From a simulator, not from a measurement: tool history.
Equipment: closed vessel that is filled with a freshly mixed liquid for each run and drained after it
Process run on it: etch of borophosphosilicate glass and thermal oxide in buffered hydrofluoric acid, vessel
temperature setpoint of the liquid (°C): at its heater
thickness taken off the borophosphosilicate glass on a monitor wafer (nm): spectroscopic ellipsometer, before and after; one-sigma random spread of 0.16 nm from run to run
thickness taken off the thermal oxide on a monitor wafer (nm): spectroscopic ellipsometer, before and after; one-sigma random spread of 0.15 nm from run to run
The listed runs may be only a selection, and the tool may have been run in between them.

run	hour	temperature setpoint of the liquid (°C)	parts of 40 % ammonium fluoride to one part of 49 % hydrofluoric acid (parts by volume)	time in the liquid (s)	thickness taken off the borophosphosilicate glass on a monitor wafer (nm)	thickness taken off the thermal oxide on a monitor wafer (nm)
1	0	22	16.5	65	44.773	44.381
2	3.7	22	18.5	65	39.886	39.582
3	6.1	23.5	18.5	65	43.608	43.134
4	14.1	26.5	18.5	65	50.957	50.864
5	17.9	24.5	18.5	65	46.035	45.752
6	26.4	24.5	18.5	40	28.11	28.191

What will run 7 give?
7	32.6	25.5	18.5	40	?	?

Run 7 produced thickness taken off the borophosphosilicate glass on a monitor wafer (nm) 29.967, thickness taken off the thermal oxide on a monitor wafer (nm) 29.647.

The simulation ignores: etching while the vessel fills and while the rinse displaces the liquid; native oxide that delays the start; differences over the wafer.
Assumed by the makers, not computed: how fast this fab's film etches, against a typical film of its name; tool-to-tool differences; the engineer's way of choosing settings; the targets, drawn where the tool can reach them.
